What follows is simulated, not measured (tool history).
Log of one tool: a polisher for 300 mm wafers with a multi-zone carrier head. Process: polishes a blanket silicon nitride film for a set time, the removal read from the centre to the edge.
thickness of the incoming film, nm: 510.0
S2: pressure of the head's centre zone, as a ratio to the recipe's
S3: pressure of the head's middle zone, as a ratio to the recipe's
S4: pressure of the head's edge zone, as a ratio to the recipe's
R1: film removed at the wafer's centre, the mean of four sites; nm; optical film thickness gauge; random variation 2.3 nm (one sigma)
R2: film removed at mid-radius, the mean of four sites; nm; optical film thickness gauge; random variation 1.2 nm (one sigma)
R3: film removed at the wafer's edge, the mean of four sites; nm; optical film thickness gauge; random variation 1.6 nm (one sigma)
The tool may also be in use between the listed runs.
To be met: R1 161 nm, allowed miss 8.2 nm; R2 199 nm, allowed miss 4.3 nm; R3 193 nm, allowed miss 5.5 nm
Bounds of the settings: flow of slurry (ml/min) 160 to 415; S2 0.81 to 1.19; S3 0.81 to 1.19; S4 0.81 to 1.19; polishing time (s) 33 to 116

Run 1, hour 0: flow of slurry (ml/min) 265, S2 1, S3 1, S4 1, polishing time (s) 74. Result: R1 143.51 nm, R2 137.71 nm, R3 139.42 nm.
Run 2, hour 7.9: flow of slurry (ml/min) 235, S2 1, S3 1, S4 1, polishing time (s) 74. Result: R1 138.96 nm, R2 134.49 nm, R3 138.35 nm.
Run 3, hour 13.9: flow of slurry (ml/min) 235, S2 1.08, S3 1, S4 1, polishing time (s) 74. Result: R1 148.04 nm, R2 135.18 nm, R3 139.36 nm.
Run 4, hour 15.4: flow of slurry (ml/min) 170, S2 1.08, S3 1, S4 1, polishing time (s) 74. Result: R1 139.42 nm, R2 131.31 nm, R3 133.92 nm.
Run 5, hour 22.9: flow of slurry (ml/min) 160, S2 1.08, S3 1, S4 1, polishing time (s) 74. Result: R1 137.47 nm, R2 129.57 nm, R3 133.7 nm.
Run 6, hour 28.1: flow of slurry (ml/min) 190, S2 1.03, S3 1.04, S4 1.05, polishing time (s) 78. Result: R1 144.37 nm, R2 144.5 nm, R3 146.58 nm.
Run 7, hour 30.6: flow of slurry (ml/min) 215, S2 0.98, S3 1.07, S4 1.09, polishing time (s) 81. Result: R1 147.58 nm, R2 156.55 nm, R3 156.89 nm.
Run 8, hour 33.1: flow of slurry (ml/min) 235, S2 0.94, S3 1.09, S4 1.12, polishing time (s) 84. Result: R1 151.08 nm, R2 165.74 nm, R3 165.3 nm.
Run 9, hour 33.7: flow of slurry (ml/min) 245, S2 0.91, S3 1.11, S4 1.14, polishing time (s) 86. Result: R1 145.58 nm, R2 174.5 nm, R3 168.82 nm.
Run 10, hour 39.9: flow of slurry (ml/min) 250, S2 0.91, S3 1.11, S4 1.15, polishing time (s) 88. Result: R1 152.86 nm, R2 180.5 nm, R3 174.22 nm.
Run 11, hour 44: flow of slurry (ml/min) 250, S2 0.91, S3 1.11, S4 1.15, polishing time (s) 88. Result: R1 151.48 nm, R2 176.76 nm, R3 177.17 nm.

Which of these 4 next moves meets every target?
Run A, hour 48.1: flow of slurry (ml/min) 215, S2 0.91, S3 0.98, S4 1.19, polishing time (s) 95. Result: R1 ?, R2 ?, R3 ?.
Run B, hour 48.1: flow of slurry (ml/min) 265, S2 1.02, S3 1.04, S4 1.19, polishing time (s) 82. Result: R1 ?, R2 ?, R3 ?.
Run C, hour 48.1: flow of slurry (ml/min) 265, S2 0.96, S3 0.81, S4 1.19, polishing time (s) 95. Result: R1 ?, R2 ?, R3 ?.
Run D, hour 48.1: flow of slurry (ml/min) 265, S2 0.86, S3 1.12, S4 1.15, polishing time (s) 97. Result: R1 ?, R2 ?, R3 ?.

move      R1      R2      R3
   A   165.1  172.75  189.26
   B  160.79  160.03  165.83
   C  176.61  150.62  192.71
   D  164.73  201.83  192.97
A: further off than the last run
B: further off than the last run
C: further off than the last run
D: meets every target
Answer: D
